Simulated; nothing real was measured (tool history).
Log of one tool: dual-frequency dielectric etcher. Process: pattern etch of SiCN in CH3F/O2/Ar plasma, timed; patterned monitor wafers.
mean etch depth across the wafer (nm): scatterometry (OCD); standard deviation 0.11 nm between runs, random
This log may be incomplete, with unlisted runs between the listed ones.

run  hour  source power (W)  bias power (W)  etch time (s)  mean etch depth across the wafer (nm)
  1   0.0               520              93           42.5                                 19.269
  2   3.8               500              92           42.5                                 18.974
  3   5.2               490              91           42.5                                 18.569
  4  13.3               480              91           42.5                                 18.551
  5  14.1               470              90           42.5                                 18.292
  6  21.1               470              90           42.5                                 18.436
  7  25.4               460              89           42.5                                 18.192

Forecast run 8:
  8  26.9               450              89           42.5                                      ?

{"run 8": {"mean etch depth across the wafer (nm)": 18.36}}
